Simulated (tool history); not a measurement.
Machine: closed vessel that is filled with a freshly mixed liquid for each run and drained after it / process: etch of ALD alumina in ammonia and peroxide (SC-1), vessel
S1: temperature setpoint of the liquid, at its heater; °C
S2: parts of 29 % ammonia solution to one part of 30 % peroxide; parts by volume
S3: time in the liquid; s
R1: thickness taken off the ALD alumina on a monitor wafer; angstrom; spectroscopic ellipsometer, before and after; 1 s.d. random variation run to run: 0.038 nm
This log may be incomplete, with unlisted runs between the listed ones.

{"run": 1, "hour": 0.0, "S1": 50.0, "S2": 0.45, "S3": 485, "R1": 223.84}
{"run": 2, "hour": 2.3, "S1": 48.0, "S2": 0.4, "S3": 470, "R1": 193.05}
{"run": 3, "hour": 3.7, "S1": 46.5, "S2": 0.4, "S3": 460, "R1": 172.57}
{"run": 4, "hour": 5.5, "S1": 42.0, "S2": 0.4, "S3": 460, "R1": 133.88}
{"run": 5, "hour": 7.4, "S1": 41.5, "S2": 0.4, "S3": 455, "R1": 128.14}
{"run": 6, "hour": 9.8, "S1": 41.0, "S2": 0.4, "S3": 450, "R1": 123.19}
{"run": 7, "hour": 17.5, "S1": 40.5, "S2": 0.4, "S3": 445, "R1": 118.18}

Expected results for the next run?
{"run": 8, "hour": 27.0, "S1": 40.0, "S2": 0.4, "S3": 445, "R1": "?"}

Run 8 yielded R1 114.74 angstrom.

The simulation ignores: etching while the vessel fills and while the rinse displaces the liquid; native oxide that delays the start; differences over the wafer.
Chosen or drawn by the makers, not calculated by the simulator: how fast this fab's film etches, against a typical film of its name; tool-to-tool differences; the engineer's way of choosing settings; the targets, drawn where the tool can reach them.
